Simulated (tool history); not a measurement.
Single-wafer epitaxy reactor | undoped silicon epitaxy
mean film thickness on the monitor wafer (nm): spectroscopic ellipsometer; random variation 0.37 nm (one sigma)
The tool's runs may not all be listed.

| run | hour | wafer temperature setpoint (pyrometer-controlled) (K) | deposition time (s) | mean film thickness on the monitor wafer (nm) |
|---|---|---|---|---|
| 1 | 0 | 943.15 | 351 | 87.989 |
| 2 | 1.3 | 954.15 | 351 | 113.96 |
| 3 | 10.3 | 959.15 | 351 | 128.41 |
| 4 | 13 | 951.15 | 350 | 105.7 |
| 5 | 16 | 959.15 | 350 | 127.54 |
| 6 | 18.4 | 959.15 | 314 | 113.18 |
| 7 | 24.6 | 952.15 | 313 | 96.788 |
| 8 | 32.1 | 948.15 | 313 | 87.621 |

Run 9 comes next. What will it give?
| 9 | 33.8 | 945.15 | 313 | ? |

mean film thickness on the monitor wafer (nm): 81.971
